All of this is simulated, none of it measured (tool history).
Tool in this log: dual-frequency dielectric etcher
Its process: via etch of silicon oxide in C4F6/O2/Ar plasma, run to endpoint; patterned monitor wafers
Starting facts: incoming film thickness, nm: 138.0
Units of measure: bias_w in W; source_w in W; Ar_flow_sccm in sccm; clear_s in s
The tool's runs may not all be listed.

run,hour,bias_w,source_w,Ar_flow_sccm,clear_s
1,0,565,430,219,26.655
2,6,565,400,219,27.08
3,13,565,400,246,27.55
4,19.5,565,400,219,27.127
5,22.8,583,410,218,26.531
6,25.5,583,410,200,26.413
7,32.8,600,420,199,25.826

Run 8, settings as shown, results not yet in. Your forecast:
8,36.8,713,460,194,?

Run 8 yielded clear_s 23.281 s.
